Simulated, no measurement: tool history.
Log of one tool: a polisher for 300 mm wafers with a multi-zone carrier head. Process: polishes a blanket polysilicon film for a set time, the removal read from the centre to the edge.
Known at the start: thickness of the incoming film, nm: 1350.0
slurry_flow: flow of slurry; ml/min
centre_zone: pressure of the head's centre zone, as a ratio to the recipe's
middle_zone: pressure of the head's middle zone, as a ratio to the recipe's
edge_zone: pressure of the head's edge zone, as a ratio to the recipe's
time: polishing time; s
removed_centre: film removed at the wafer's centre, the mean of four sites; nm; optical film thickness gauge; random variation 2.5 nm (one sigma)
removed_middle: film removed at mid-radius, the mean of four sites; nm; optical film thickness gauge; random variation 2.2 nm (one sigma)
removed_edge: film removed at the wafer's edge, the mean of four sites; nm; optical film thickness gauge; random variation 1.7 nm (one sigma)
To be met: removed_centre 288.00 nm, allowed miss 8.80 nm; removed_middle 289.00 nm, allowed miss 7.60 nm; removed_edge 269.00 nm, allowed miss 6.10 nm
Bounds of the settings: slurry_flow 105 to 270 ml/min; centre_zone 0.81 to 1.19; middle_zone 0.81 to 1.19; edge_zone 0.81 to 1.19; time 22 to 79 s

run,hour,slurry_flow,centre_zone,middle_zone,edge_zone,time,removed_centre,removed_middle,removed_edge
1,0.0,175,1.00,1.00,1.00,50,519.12,524.65,515.15
2,2.2,175,1.00,1.00,1.04,50,517.83,526.10,517.00
3,4.5,175,1.00,1.00,1.11,50,519.83,522.89,540.40
4,11.7,200,1.00,1.00,1.11,50,534.38,542.60,547.65
5,14.6,200,1.04,1.00,1.11,50,546.49,539.67,553.65
6,21.8,165,1.04,1.00,1.11,50,526.35,514.26,539.52
7,27.6,165,1.02,0.99,1.04,43,448.32,443.73,453.95
8,31.4,160,1.02,0.99,0.98,37,375.42,384.11,373.47
9,32.5,160,1.02,0.98,0.94,34,347.92,342.48,338.05
10,37.1,160,1.01,0.98,0.91,32,329.86,326.31,310.28
11,43.4,160,0.99,0.97,0.89,31,313.22,311.70,299.52
12,51.4,155,0.99,0.97,0.87,31,311.51,312.61,295.50
13,55.8,120,0.99,0.95,0.81,28,260.22,256.75,248.24
14,62.6,135,0.99,0.95,0.82,28,267.87,267.09,254.39
15,67.6,135,0.99,0.95,0.82,28,270.78,266.68,253.31
16,71.7,145,0.99,0.95,0.83,28,277.35,276.83,259.37
17,77.6,145,0.99,0.95,0.83,28,273.07,267.13,256.56
18,78.5,155,0.98,0.96,0.83,28,278.95,276.94,260.40
19,83.4,160,0.98,0.96,0.84,28,281.13,281.34,259.42
20,90.7,160,0.98,0.96,0.84,28,282.21,278.41,263.45

5 next moves are on the table. One of them brings every result within its allowed miss. Which?
A,98.0,120,0.98,0.97,0.89,29,?,?,?
B,98.0,165,0.97,0.91,0.81,28,?,?,?
C,98.0,175,1.03,0.88,0.90,27,?,?,?
D,98.0,130,1.00,0.98,0.83,30,?,?,?
E,98.0,135,1.09,0.97,0.89,28,?,?,?

move,removed_centre,removed_middle,removed_edge
A,273.05,274.41,265.85
B,284.79,270.76,259.73
C,289.94,256.65,264.76
D,293.65,292.59,270.53
E,294.53,273.21,262.32
A: further off than the last run
B: further off than the last run
C: further off than the last run
D: meets every target
E: further off than the last run
The right move is D.
